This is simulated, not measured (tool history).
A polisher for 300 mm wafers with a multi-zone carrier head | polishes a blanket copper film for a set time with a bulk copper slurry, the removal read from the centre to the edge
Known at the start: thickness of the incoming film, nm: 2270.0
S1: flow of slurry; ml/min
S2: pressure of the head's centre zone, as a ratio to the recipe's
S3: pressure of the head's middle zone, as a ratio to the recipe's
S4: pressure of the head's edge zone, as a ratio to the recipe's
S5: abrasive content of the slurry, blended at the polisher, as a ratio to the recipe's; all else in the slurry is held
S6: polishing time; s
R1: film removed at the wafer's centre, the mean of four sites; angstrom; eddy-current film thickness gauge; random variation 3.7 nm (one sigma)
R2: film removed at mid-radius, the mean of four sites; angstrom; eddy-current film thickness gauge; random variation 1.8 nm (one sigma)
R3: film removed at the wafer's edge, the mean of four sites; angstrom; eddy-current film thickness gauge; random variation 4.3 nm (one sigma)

run    day   S1    S2   S3    S4    S5   S6      R1      R2      R3
  1      0  295     1    1     1     1   85  5439.5  5317.2  5405.7
  2  0.138  295     1    1  1.08     1   85  5476.5  5290.8  5630.9
  3  0.238  295     1    1  1.08  1.15   85    5660  5527.3  5838.6
  4  0.438  295     1    1  1.08  1.35   85  5957.2  5780.9    5979
  5  0.679  295     1    1  1.08  1.35   93  6428.7  6263.2  6569.7
  6  0.954  295     1    1  1.08  1.35  108  7545.2  7222.6  7748.3
  7  1.117  280  0.93  0.9  0.98   1.1   84  5050.8  5034.4  5247.2

The next listed run, before its measurement:
     1.162  -- slurry nozzle cleaned
  8  1.162  275  0.93  0.88  0.93  0.95  75   ?   ?   ?

{"run 8": {"R1": 4739, "R2": 4498.6, "R3": 4715.9}}

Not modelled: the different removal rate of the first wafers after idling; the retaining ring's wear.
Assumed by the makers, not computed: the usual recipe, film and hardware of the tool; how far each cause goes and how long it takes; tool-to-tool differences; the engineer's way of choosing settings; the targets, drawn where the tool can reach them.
